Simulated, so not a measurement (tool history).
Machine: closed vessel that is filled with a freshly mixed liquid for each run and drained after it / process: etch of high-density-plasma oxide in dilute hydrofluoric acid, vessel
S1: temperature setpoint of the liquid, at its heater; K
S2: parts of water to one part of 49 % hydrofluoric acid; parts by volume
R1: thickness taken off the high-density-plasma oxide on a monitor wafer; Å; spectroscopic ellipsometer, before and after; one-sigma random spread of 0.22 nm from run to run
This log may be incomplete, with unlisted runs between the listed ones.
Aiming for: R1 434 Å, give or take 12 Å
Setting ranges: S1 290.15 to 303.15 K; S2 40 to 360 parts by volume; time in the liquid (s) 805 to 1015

run 1 hour=0 | S1=295.15 S2=200 time_in_the_liquid_(s)=1015 | R1=214.33
run 2 hour=3.5 | S1=296.15 S2=190 time_in_the_liquid_(s)=1015 | R1=235.78
run 3 hour=9.4 | S1=293.65 S2=190 time_in_the_liquid_(s)=1015 | R1=214.41
run 4 hour=14.5 | S1=295.15 S2=180 time_in_the_liquid_(s)=1015 | R1=243.13
run 5 hour=22.1 | S1=295.15 S2=180 time_in_the_liquid_(s)=1015 | R1=244.82
run 6 hour=27.5 | S1=295.15 S2=120 time_in_the_liquid_(s)=1015 | R1=385.96
run 7 hour=35.9 | S1=295.65 S2=120 time_in_the_liquid_(s)=1015 | R1=394.1
run 8 hour=42 | S1=296.15 S2=120 time_in_the_liquid_(s)=1015 | R1=407.76
run 9 hour=46.3 | S1=296.65 S2=120 time_in_the_liquid_(s)=1015 | R1=412.64
run 10 hour=54.7 | S1=296.65 S2=120 time_in_the_liquid_(s)=1015 | R1=413.57

Of the 5 settings listed for the next run, only one would bring every result within its allowed miss of target. Which one?
run A hour=63.1 | S1=296.15 S2=100 time_in_the_liquid_(s)=970 | R1=?
run B hour=63.1 | S1=298.15 S2=115 time_in_the_liquid_(s)=1015 | R1=?
run C hour=63.1 | S1=296.15 S2=115 time_in_the_liquid_(s)=975 | R1=?
run D hour=63.1 | S1=296.65 S2=110 time_in_the_liquid_(s)=1015 | R1=?
run E hour=63.1 | S1=300.15 S2=115 time_in_the_liquid_(s)=895 | R1=?

move=A R1=473.41
move=B R1=457.66
move=C R1=406.49
move=D R1=453.91
move=E R1=435.82
A: pushes the last run's worst result past its target
B: pushes the last run's worst result past its target
C: further off than the last run
D: pushes the last run's worst result past its target
E: meets every target
So the answer is move E, the one that meets all the targets.
